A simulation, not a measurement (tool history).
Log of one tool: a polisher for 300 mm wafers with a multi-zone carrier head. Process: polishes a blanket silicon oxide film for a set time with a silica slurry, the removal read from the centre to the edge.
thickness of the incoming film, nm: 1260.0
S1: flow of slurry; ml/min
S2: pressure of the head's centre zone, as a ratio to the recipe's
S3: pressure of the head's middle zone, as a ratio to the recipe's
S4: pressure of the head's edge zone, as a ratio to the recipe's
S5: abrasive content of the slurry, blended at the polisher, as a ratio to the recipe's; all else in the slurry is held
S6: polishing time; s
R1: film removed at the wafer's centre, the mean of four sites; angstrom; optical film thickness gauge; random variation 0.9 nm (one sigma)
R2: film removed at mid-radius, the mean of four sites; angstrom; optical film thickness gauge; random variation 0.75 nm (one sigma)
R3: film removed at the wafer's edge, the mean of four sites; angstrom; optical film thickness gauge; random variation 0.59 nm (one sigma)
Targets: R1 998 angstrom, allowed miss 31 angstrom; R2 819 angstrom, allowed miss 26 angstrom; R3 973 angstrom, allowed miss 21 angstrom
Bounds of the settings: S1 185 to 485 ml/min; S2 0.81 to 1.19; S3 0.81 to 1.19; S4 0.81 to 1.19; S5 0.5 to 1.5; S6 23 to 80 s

{"run": 1, "hour": 0.0, "S1": 310, "S2": 1, "S3": 1, "S4": 1, "S5": 1, "S6": 51, "R1": 1645.5, "R2": 1650.1, "R3": 1642.6}
{"run": 2, "hour": 1.6, "S1": 310, "S2": 1, "S3": 0.92, "S4": 1, "S5": 1, "S6": 51, "R1": 1636.3, "R2": 1551.5, "R3": 1650}
{"run": 3, "hour": 4.2, "S1": 300, "S2": 1.01, "S3": 0.9, "S4": 1, "S5": 0.95, "S6": 49, "R1": 1548, "R2": 1396.1, "R3": 1555.3}
{"run": 4, "hour": 5.4, "S1": 235, "S2": 1.01, "S3": 0.9, "S4": 1, "S5": 0.95, "S6": 49, "R1": 1508.2, "R2": 1376.9, "R3": 1518.7}
{"run": 5, "hour": 9.5, "S1": 235, "S2": 1.01, "S3": 0.9, "S4": 1, "S5": 0.95, "S6": 44, "R1": 1337.6, "R2": 1245, "R3": 1353.7}
{"run": 6, "hour": 15.9, "S1": 235, "S2": 1.01, "S3": 0.89, "S4": 0.99, "S5": 0.9, "S6": 43, "R1": 1298.2, "R2": 1170.7, "R3": 1283.8}
{"run": 7, "hour": 16.7, "S1": 235, "S2": 1.01, "S3": 0.88, "S4": 0.99, "S5": 0.85, "S6": 43, "R1": 1276.9, "R2": 1145.1, "R3": 1261}
{"run": 8, "hour": 25.4, "S1": 235, "S2": 1.01, "S3": 0.87, "S4": 1, "S5": 0.8, "S6": 42, "R1": 1220.6, "R2": 1094.6, "R3": 1229.7}
{"run": 9, "hour": 30.0, "S1": 235, "S2": 1.01, "S3": 0.86, "S4": 1, "S5": 0.75, "S6": 41, "R1": 1167.2, "R2": 1013.5, "R3": 1162.1}
{"run": 10, "hour": 37.2, "S1": 235, "S2": 1.01, "S3": 0.85, "S4": 0.99, "S5": 0.7, "S6": 41, "R1": 1120.4, "R2": 980.29, "R3": 1120.8}
{"run": 11, "hour": 45.3, "S1": 235, "S2": 1.01, "S3": 0.84, "S4": 0.99, "S5": 0.65, "S6": 41, "R1": 1101.9, "R2": 942.79, "R3": 1095.8}
{"run": 12, "hour": 50.8, "S1": 240, "S2": 1.01, "S3": 0.82, "S4": 0.98, "S5": 0.55, "S6": 40, "R1": 1004.1, "R2": 854.7, "R3": 1003.5}

Which of these 4 next moves meets every target?
{"run": "A", "hour": 56.3, "S1": 240, "S2": 0.97, "S3": 0.81, "S4": 0.97, "S5": 0.55, "S6": 40, "R1": "?", "R2": "?", "R3": "?"}
{"run": "B", "hour": 56.3, "S1": 225, "S2": 1.01, "S3": 0.81, "S4": 0.94, "S5": 0.5, "S6": 41, "R1": "?", "R2": "?", "R3": "?"}
{"run": "C", "hour": 56.3, "S1": 245, "S2": 1.07, "S3": 0.86, "S4": 0.97, "S5": 0.55, "S6": 37, "R1": "?", "R2": "?", "R3": "?"}
{"run": "D", "hour": 56.3, "S1": 230, "S2": 0.94, "S3": 0.81, "S4": 0.95, "S5": 0.5, "S6": 43, "R1": "?", "R2": "?", "R3": "?"}

move=A R1=976.32 R2=830.37 R3=1002.8
move=B R1=991.62 R2=814.8 R3=971.99
move=C R1=987.92 R2=808.65 R3=928.98
move=D R1=980.3 R2=857.64 R3=1027
A: as far off as the last run
B: meets every target
C: takes the result that was furthest off past its target
D: further off than the last run
Answer: B
